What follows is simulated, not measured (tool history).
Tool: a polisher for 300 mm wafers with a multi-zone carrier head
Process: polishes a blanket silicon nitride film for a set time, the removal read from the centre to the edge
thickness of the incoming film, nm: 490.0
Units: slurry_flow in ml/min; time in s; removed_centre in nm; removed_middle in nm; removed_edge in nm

run 1 hour=0 | slurry_flow=230 centre_zone=1 middle_zone=1 edge_zone=1 time=78 | removed_centre=177.12 removed_middle=182.72 removed_edge=182.04
run 2 hour=7.8 | slurry_flow=255 centre_zone=1 middle_zone=1 edge_zone=1 time=78 | removed_centre=181.73 removed_middle=183.38 removed_edge=183.31
run 3 hour=14.4 | slurry_flow=255 centre_zone=0.99 middle_zone=1.02 edge_zone=1.02 time=79 | removed_centre=182.4 removed_middle=188.05 removed_edge=183.64
run 4 hour=18 | slurry_flow=245 centre_zone=0.97 middle_zone=1.03 edge_zone=1.02 time=81 | removed_centre=184.94 removed_middle=194.22 removed_edge=192.6
run 5 hour=21.7 | slurry_flow=245 centre_zone=0.97 middle_zone=0.99 edge_zone=1.02 time=81 | removed_centre=182.55 removed_middle=187.3 removed_edge=190.99
run 6 hour=29.6 | slurry_flow=295 centre_zone=0.97 middle_zone=0.99 edge_zone=1.02 time=81 | removed_centre=187.18 removed_middle=190.78 removed_edge=194.3
run 7 hour=31 | slurry_flow=295 centre_zone=0.95 middle_zone=1.01 edge_zone=1.02 time=81 | removed_centre=183.24 removed_middle=196.02 removed_edge=197.65
run 8 hour=33 | slurry_flow=300 centre_zone=0.94 middle_zone=1.03 edge_zone=1.02 time=81 | removed_centre=187.26 removed_middle=197.01 removed_edge=190.8

Run 9 comes next. What will it give?
run 9 hour=38.1 | slurry_flow=290 centre_zone=0.92 middle_zone=1.05 edge_zone=1.04 time=82 | removed_centre=? removed_middle=? removed_edge=?

{"run 9": {"removed_centre": 182.51, "removed_middle": 206.34, "removed_edge": 200.07}}

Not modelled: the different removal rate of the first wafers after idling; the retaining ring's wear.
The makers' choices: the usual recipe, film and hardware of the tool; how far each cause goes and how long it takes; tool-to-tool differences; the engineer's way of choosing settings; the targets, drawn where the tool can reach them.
